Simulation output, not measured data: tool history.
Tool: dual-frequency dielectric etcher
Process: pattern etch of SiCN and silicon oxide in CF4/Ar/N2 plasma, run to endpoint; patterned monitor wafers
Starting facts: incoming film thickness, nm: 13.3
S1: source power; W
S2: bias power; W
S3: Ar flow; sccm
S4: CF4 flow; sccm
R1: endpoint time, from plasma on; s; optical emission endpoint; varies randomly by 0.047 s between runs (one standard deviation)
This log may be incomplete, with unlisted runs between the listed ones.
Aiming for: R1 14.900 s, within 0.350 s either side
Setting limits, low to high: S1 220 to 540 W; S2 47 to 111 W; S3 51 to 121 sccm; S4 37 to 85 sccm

run 1 hour=0.0 | S1=380 S2=79 S3=86 S4=61 | R1=17.830
run 2 hour=7.3 | S1=380 S2=79 S3=86 S4=69 | R1=17.547
run 3 hour=14.6 | S1=350 S2=79 S3=86 S4=69 | R1=19.359
run 4 hour=19.6 | S1=310 S2=79 S3=86 S4=69 | R1=22.336
run 5 hour=21.9 | S1=310 S2=93 S3=86 S4=69 | R1=21.147
run 6 hour=25.9 | S1=310 S2=93 S3=101 S4=69 | R1=21.377
run 7 hour=28.3 | S1=330 S2=93 S3=101 S4=69 | R1=19.956
run 8 hour=34.3 | S1=410 S2=95 S3=100 S4=69 | R1=15.385

Exercise: of the 5 proposed moves below, exactly one satisfies all targets within the stated allowed misses. Which move is it?
run A hour=40.3 | S1=380 S2=96 S3=79 S4=70 | R1=?
run B hour=40.3 | S1=390 S2=98 S3=89 S4=66 | R1=?
run C hour=40.3 | S1=410 S2=95 S3=117 S4=58 | R1=?
run D hour=40.3 | S1=440 S2=101 S3=105 S4=64 | R1=?
run E hour=40.3 | S1=440 S2=81 S3=101 S4=79 | R1=?

move=A R1=16.293
move=B R1=16.016
move=C R1=16.063
move=D R1=14.185
move=E R1=14.768
A: lands further from the targets than the last run did
B: lands further from the targets than the last run did
C: lands further from the targets than the last run did
D: takes the biggest miss from the last run beyond its target
E: meets every target
So the answer is move E, the one that meets all the targets.
